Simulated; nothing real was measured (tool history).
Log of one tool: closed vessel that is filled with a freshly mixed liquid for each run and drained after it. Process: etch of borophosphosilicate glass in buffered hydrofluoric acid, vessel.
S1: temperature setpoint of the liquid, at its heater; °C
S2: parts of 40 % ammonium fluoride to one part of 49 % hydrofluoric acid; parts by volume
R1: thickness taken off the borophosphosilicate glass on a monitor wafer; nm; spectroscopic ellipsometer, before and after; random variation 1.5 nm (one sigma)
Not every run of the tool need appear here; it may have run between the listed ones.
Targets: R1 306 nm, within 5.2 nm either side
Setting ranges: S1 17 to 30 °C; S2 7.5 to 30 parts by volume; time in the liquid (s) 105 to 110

{"run": 1, "hour": 0.0, "S1": 22, "S2": 21, "time in the liquid (s)": 105, "R1": 141.08}
{"run": 2, "hour": 2.8, "S1": 22, "S2": 21, "time in the liquid (s)": 110, "R1": 147.74}
{"run": 3, "hour": 9.6, "S1": 22, "S2": 23.5, "time in the liquid (s)": 110, "R1": 136.03}
{"run": 4, "hour": 17.1, "S1": 22, "S2": 20.5, "time in the liquid (s)": 110, "R1": 151.8}
{"run": 5, "hour": 19.6, "S1": 22, "S2": 20.5, "time in the liquid (s)": 105, "R1": 143.91}
{"run": 6, "hour": 24.2, "S1": 22, "S2": 20.5, "time in the liquid (s)": 110, "R1": 150.94}
{"run": 7, "hour": 31.2, "S1": 22, "S2": 20.5, "time in the liquid (s)": 110, "R1": 152.05}
{"run": 8, "hour": 37.0, "S1": 23, "S2": 19.5, "time in the liquid (s)": 110, "R1": 167.66}
{"run": 9, "hour": 40.3, "S1": 24, "S2": 19, "time in the liquid (s)": 110, "R1": 181.88}
{"run": 10, "hour": 45.9, "S1": 24.5, "S2": 18.5, "time in the liquid (s)": 110, "R1": 192.24}
{"run": 11, "hour": 54.8, "S1": 25, "S2": 18, "time in the liquid (s)": 110, "R1": 201.76}
{"run": 12, "hour": 59.5, "S1": 25.5, "S2": 17.5, "time in the liquid (s)": 110, "R1": 216.22}
{"run": 13, "hour": 66.6, "S1": 26, "S2": 17.5, "time in the liquid (s)": 110, "R1": 219.84}
{"run": 14, "hour": 68.7, "S1": 26.5, "S2": 17, "time in the liquid (s)": 110, "R1": 233.82}
{"run": 15, "hour": 73.9, "S1": 27, "S2": 17, "time in the liquid (s)": 110, "R1": 240.17}
{"hour": 81.2, "done": "hydrofluoric acid flow meter replaced"}
{"run": 16, "hour": 81.2, "S1": 27.5, "S2": 17, "time in the liquid (s)": 110, "R1": 229.27}
{"run": 17, "hour": 82.6, "S1": 28, "S2": 16.5, "time in the liquid (s)": 110, "R1": 244.06}
{"run": 18, "hour": 89.8, "S1": 28, "S2": 16, "time in the liquid (s)": 110, "R1": 253.22}
{"run": 19, "hour": 97.5, "S1": 28, "S2": 15.5, "time in the liquid (s)": 110, "R1": 261.73}
{"run": 20, "hour": 101.4, "S1": 29, "S2": 14.5, "time in the liquid (s)": 110, "R1": 293.26}

Exactly one of the 5 candidate moves below puts every result within its allowed miss. Which one?
{"run": "A", "hour": 105.3, "S1": 29, "S2": 13.5, "time in the liquid (s)": 110, "R1": "?"}
{"run": "B", "hour": 105.3, "S1": 27, "S2": 12.5, "time in the liquid (s)": 110, "R1": "?"}
{"run": "C", "hour": 105.3, "S1": 29.5, "S2": 15, "time in the liquid (s)": 105, "R1": "?"}
{"run": "D", "hour": 105.3, "S1": 29.5, "S2": 15, "time in the liquid (s)": 110, "R1": "?"}
{"run": "E", "hour": 105.3, "S1": 26.5, "S2": 11, "time in the liquid (s)": 105, "R1": "?"}

move=A R1=312
move=B R1=302.85
move=C R1=275.62
move=D R1=288.74
move=E R1=319.16
A: pushes the last run's worst result past its target
B: hits every target within its allowed miss
C: misses by more than the last run did
D: misses by more than the last run did
E: pushes the last run's worst result past its target
Move B is the one to make.
